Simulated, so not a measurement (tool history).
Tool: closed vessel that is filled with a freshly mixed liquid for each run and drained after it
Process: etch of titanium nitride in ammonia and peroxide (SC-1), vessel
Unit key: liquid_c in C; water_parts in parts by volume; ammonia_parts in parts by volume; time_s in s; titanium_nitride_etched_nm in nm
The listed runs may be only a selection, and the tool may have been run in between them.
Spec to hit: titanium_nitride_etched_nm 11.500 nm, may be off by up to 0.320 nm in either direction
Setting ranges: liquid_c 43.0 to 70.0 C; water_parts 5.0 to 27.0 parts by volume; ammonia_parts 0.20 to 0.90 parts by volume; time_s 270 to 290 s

| run | day | liquid_c | water_parts | ammonia_parts | time_s | titanium_nitride_etched_nm |
|---|---|---|---|---|---|---|
| 1 | 0.000 | 59.0 | 15.0 | 0.50 | 270 | 22.265 |
| 2 | 0.079 | 59.0 | 15.0 | 0.50 | 290 | 24.140 |
| 3 | 0.179 | 57.0 | 15.0 | 0.50 | 290 | 20.973 |
| 4 | 0.279 | 57.0 | 15.0 | 0.50 | 290 | 20.864 |
| 5 | 0.596 | 57.0 | 15.0 | 0.30 | 290 | 19.164 |
| 6 | 0.896 | 56.0 | 15.0 | 0.30 | 290 | 17.832 |
| 7 | 1.225 | 55.0 | 15.0 | 0.30 | 290 | 16.887 |
| 8 | 1.333 | 54.0 | 15.0 | 0.30 | 290 | 15.686 |
| 9 | 1.421 | 48.5 | 15.0 | 0.30 | 290 | 10.719 |
| 10 | 1.542 | 49.0 | 15.0 | 0.30 | 290 | 11.141 |

Next run, 5 choices. One meets every target within its allowed miss, the rest don't. Which?
| A | 1.662 | 52.0 | 18.0 | 0.45 | 270 | ? |
| B | 1.662 | 46.5 | 11.0 | 0.35 | 270 | ? |
| C | 1.662 | 47.5 | 12.5 | 0.30 | 280 | ? |
| D | 1.662 | 50.0 | 16.5 | 0.35 | 270 | ? |
| E | 1.662 | 50.0 | 16.5 | 0.40 | 280 | ? |

| move | titanium_nitride_etched_nm |
|---|---|
| A | 12.338 |
| B | 10.485 |
| C | 10.589 |
| D | 10.756 |
| E | 11.437 |
A: the result that was furthest off in the last run now lies on the other side of its target
B: misses by more than the last run did
C: misses by more than the last run did
D: misses by more than the last run did
E: hits every target within its allowed miss
Correct choice: E, which meets every target
